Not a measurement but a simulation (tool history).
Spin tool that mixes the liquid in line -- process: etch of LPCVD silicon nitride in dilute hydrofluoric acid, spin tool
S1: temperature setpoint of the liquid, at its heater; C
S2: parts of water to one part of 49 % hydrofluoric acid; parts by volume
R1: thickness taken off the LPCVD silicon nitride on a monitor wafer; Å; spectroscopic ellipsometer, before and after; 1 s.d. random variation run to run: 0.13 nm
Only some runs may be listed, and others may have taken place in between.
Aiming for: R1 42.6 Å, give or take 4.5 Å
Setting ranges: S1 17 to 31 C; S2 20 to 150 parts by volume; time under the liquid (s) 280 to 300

run 1 hour=0 | S1=23 S2=85 time_under_the_liquid_(s)=280 | R1=16.667
run 2 hour=5.1 | S1=23 S2=85 time_under_the_liquid_(s)=300 | R1=17.998
run 3 hour=11.1 | S1=23 S2=100 time_under_the_liquid_(s)=300 | R1=14.714
run 4 hour=14.7 | S1=23.5 S2=95 time_under_the_liquid_(s)=300 | R1=15.601
run 5 hour=15.9 | S1=20 S2=95 time_under_the_liquid_(s)=300 | R1=12.834
run 6 hour=19 | S1=21 S2=90 time_under_the_liquid_(s)=300 | R1=14.987
run 7 hour=19.6 | S1=21.5 S2=85 time_under_the_liquid_(s)=300 | R1=15.815
run 8 hour=24.6 | S1=22.5 S2=80 time_under_the_liquid_(s)=300 | R1=17.568
run 9 hour=30.3 | S1=23 S2=75 time_under_the_liquid_(s)=300 | R1=19.899

Below are 4 possible settings for the next run. Only one of them brings all results inside the allowed miss of their targets. Which is it?
run A hour=36 | S1=26.5 S2=60 time_under_the_liquid_(s)=300 | R1=?
run B hour=36 | S1=28 S2=30 time_under_the_liquid_(s)=300 | R1=?
run C hour=36 | S1=28.5 S2=30 time_under_the_liquid_(s)=290 | R1=?
run D hour=36 | S1=25.5 S2=40 time_under_the_liquid_(s)=300 | R1=?

move=A R1=31.99
move=B R1=69.668
move=C R1=69.609
move=D R1=44.566
A: closer than the last run, but not yet in spec
B: pushes the last run's worst result past its target
C: pushes the last run's worst result past its target
D: meets every target
D is the move that brings every result within its allowed miss.

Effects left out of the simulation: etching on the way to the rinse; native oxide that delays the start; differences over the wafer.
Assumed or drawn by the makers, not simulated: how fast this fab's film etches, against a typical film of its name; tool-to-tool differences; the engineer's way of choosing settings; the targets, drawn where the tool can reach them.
